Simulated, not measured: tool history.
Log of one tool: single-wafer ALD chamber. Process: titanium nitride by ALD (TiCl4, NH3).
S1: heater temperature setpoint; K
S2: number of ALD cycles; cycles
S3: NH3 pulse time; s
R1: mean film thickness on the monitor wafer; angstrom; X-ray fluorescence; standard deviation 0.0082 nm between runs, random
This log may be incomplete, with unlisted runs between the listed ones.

| run | day | S1 | S2 | S3 | R1 |
|---|---|---|---|---|---|
| 1 | 0.000 | 663.15 | 104 | 2.39 | 22.661 |
| 2 | 0.242 | 663.15 | 104 | 1.93 | 22.439 |
| 3 | 0.604 | 655.15 | 104 | 1.57 | 21.791 |
| 4 | 0.846 | 655.15 | 104 | 2.23 | 22.273 |
| 5 | 1.042 | 650.15 | 104 | 1.90 | 21.833 |
| 6 | 1.288 | 660.15 | 104 | 1.90 | 22.095 |

What will run 7 give?
| 7 | 1.346 | 657.15 | 104 | 1.59 | ? |

Run 7 yielded R1 21.920 angstrom.
